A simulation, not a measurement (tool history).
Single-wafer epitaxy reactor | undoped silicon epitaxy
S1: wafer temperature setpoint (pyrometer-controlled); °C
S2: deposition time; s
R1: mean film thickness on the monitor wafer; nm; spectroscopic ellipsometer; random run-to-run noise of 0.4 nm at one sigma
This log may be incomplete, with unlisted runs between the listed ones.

| run | hour | S1 | S2 | R1 |
|---|---|---|---|---|
| 1 | 0.0 | 660 | 558 | 111.820 |
| 2 | 7.8 | 660 | 620 | 124.630 |
| 3 | 9.8 | 660 | 548 | 109.410 |
| 4 | 17.1 | 655 | 547 | 100.140 |
| 5 | 26.0 | 650 | 546 | 91.083 |
| 6 | 28.7 | 647 | 545 | 85.744 |
| 7 | 33.1 | 645 | 544 | 82.288 |
| 8 | 39.0 | 643 | 544 | 78.781 |
| 9 | 47.8 | 643 | 544 | 79.314 |

For run 10, what comes out?
| 10 | 56.0 | 642 | 544 | ? |

R1: 78.107 nm
